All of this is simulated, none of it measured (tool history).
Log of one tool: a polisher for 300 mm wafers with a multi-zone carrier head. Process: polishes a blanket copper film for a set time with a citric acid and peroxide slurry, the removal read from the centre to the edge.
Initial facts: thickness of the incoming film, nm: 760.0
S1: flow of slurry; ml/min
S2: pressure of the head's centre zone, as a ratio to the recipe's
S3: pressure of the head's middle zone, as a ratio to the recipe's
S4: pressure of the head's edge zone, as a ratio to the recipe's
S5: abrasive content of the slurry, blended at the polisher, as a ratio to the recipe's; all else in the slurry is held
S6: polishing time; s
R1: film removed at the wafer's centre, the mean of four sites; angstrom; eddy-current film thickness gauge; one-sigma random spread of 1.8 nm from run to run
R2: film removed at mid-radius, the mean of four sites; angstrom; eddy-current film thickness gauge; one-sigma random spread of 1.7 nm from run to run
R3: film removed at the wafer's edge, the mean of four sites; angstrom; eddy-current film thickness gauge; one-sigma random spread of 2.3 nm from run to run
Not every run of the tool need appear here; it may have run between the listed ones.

| run | hour | S1 | S2 | S3 | S4 | S5 | S6 | R1 | R2 | R3 |
|---|---|---|---|---|---|---|---|---|---|---|
| 1 | 0.0 | 270 | 1.00 | 1.00 | 1.00 | 1.00 | 70 | 1175.2 | 1202.6 | 1233.1 |
| 2 | 5.1 | 270 | 1.00 | 1.00 | 1.06 | 1.00 | 70 | 1173.6 | 1224.6 | 1312.9 |
| 3 | 6.4 | 270 | 1.00 | 1.00 | 1.06 | 1.00 | 64 | 1092.5 | 1090.9 | 1171.0 |
| 4 | 14.8 | 275 | 1.01 | 1.02 | 1.07 | 1.05 | 65 | 1139.7 | 1153.2 | 1248.3 |
| 5 | 23.7 | 280 | 1.01 | 1.04 | 1.06 | 1.10 | 66 | 1144.8 | 1201.2 | 1230.7 |
| 6 | 27.4 | 280 | 1.02 | 1.05 | 1.07 | 1.15 | 68 | 1219.6 | 1248.5 | 1336.3 |
| 7 | 29.2 | 285 | 1.02 | 1.07 | 1.06 | 1.20 | 69 | 1234.4 | 1293.6 | 1332.2 |

For run 8, what comes out?
| 8 | 33.7 | 290 | 1.03 | 1.09 | 1.06 | 1.25 | 70 | ? | ? | ? |

Run 8 came out at R1 1308.5 angstrom, R2 1344.4 angstrom, R3 1402.8 angstrom.

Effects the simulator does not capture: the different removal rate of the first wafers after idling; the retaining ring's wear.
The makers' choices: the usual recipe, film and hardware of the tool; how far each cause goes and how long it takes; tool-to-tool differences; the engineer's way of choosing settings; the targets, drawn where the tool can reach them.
